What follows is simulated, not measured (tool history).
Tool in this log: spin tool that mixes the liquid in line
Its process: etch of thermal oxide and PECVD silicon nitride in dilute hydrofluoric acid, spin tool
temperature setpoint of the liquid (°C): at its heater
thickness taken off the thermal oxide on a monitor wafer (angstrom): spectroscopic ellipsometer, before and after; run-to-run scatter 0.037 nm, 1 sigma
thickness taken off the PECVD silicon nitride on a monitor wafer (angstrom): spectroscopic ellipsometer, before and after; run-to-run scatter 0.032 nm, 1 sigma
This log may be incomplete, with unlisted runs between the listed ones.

run  hour  temperature setpoint of the liquid (°C)  parts of water to one part of 49 % hydrofluoric acid (parts by volume)  time under the liquid (s)  thickness taken off the thermal oxide on a monitor wafer (angstrom)  thickness taken off the PECVD silicon nitride on a monitor wafer (angstrom)
  1   0.0                                     21.0                                                                     265                        180                                                               24.002                                                                       29.883
  2   0.5                                     23.0                                                                     265                        180                                                               25.424                                                                       33.135
  3   4.3                                     24.0                                                                     265                        180                                                               26.451                                                                       35.112
  4   5.1                                     24.0                                                                     175                        180                                                               45.169                                                                       53.537
  5  11.5                                     24.0                                                                     175                        235                                                               58.376                                                                       70.245
  6  18.8                                     24.0                                                                     175                        295                                                               71.928                                                                       88.312
  7  24.3                                     23.5                                                                     230                        310                                                               53.827                                                                       68.534
  8  30.9                                     24.0                                                                     270                        320                                                               46.293                                                                       62.244
  9  34.3                                     24.0                                                                     270                        320                                                               45.945                                                                       61.631
 10  40.2                                     24.5                                                                     300                        330                                                               41.566                                                                       59.724
 11  42.1                                     24.5                                                                     325                        335                                                               38.673                                                                       55.848
 12  50.9                                     24.5                                                                     350                        340                                                               36.166                                                                       53.231
 13  56.2                                     24.5                                                                     370                        345                                                               32.454                                                                       50.748
 14  57.6                                     24.5                                                                     380                        350                                                               32.672                                                                       49.871
 15  65.9                                     24.5                                                                     395                        350                                                               31.267                                                                       48.324
 16  73.0                                     24.5                                                                     405                        350                                                               30.865                                                                       47.113

Forecast run 17:
 17  79.7                                     24.5                                                                     420                        350                                                                    ?                                                                            ?

Run 17 produced thickness taken off the thermal oxide on a monitor wafer (angstrom) 29.258, thickness taken off the PECVD silicon nitride on a monitor wafer (angstrom) 45.542.

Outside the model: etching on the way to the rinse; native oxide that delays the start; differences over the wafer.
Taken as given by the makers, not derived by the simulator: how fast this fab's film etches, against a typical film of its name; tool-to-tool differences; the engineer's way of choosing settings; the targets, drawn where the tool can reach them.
